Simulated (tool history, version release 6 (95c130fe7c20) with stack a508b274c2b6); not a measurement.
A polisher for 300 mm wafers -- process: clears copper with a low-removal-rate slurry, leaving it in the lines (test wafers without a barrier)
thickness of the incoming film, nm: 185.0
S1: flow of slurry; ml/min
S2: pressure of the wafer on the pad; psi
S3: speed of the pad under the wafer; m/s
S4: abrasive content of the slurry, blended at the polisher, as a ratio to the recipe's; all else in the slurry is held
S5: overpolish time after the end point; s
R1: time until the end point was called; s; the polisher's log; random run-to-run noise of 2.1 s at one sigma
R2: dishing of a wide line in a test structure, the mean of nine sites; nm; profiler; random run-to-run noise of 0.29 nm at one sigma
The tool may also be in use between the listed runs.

run  hour   S1   S2    S3   S4  S5       R1      R2
  1   0.0  265  2.4  1.02  1.0  26   72.610  41.160
  2   0.8  220  2.4  1.02  1.0  26   73.857  40.708
  3   7.2  225  2.2  1.00  1.0  22   85.389  33.794
  4  15.7  170  2.2  1.00  1.0  22   86.362  32.962
  5  21.4  170  2.1  1.00  1.0  19   87.502  28.919
  6  23.0  160  2.1  1.00  1.0  19   88.529  28.371
  7  30.5  160  1.9  1.00  1.0  16  100.400  22.612
  8  31.3  160  1.8  1.00  1.0  15  104.570  20.213

Run 9 is up next; what results do you expect?
  9  35.2  160  1.8  1.00  1.0  15   ?   ?

{"run 9": {"R1": 107.06, "R2": 20.571}}
